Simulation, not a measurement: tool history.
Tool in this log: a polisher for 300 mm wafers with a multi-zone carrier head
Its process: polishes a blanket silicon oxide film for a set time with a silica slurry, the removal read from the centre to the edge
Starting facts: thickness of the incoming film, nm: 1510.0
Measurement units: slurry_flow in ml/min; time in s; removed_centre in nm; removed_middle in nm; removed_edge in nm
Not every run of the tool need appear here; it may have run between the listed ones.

run  hour  slurry_flow  centre_zone  middle_zone  edge_zone  slurry_solids  time  removed_centre  removed_middle  removed_edge
  1   0.0          230         1.00         1.00       1.00           1.00    70          272.43          272.71        268.07
  2   6.6          230         1.00         1.00       1.07           1.00    70          272.17          276.71        277.79
  3   9.9          230         1.00         0.94       1.07           1.00    70          269.59          260.45        283.80
  4  13.6          245         1.03         0.98       1.10           1.05    70          293.76          278.54        290.11
  5  18.0          255         1.03         1.01       1.12           1.10    70          299.31          297.47        309.22
  6  25.6          270         1.05         1.04       1.12           1.10    70          304.38          309.61        306.90
  7  32.2          280         1.08         1.05       1.13           1.10    70          318.28          303.54        307.89
  8  36.7          285         1.09         1.08       1.13           1.10    70          323.13          317.26        308.51
  9  43.5          295         1.10         1.09       1.14           1.10    70          324.68          317.57        309.63

For run 10, what comes out?
 10  51.9          300         1.11         1.10       1.15           1.10    70               ?               ?             ?

removed_centre: 330.50 nm
removed_middle: 325.52 nm
removed_edge: 316.99 nm
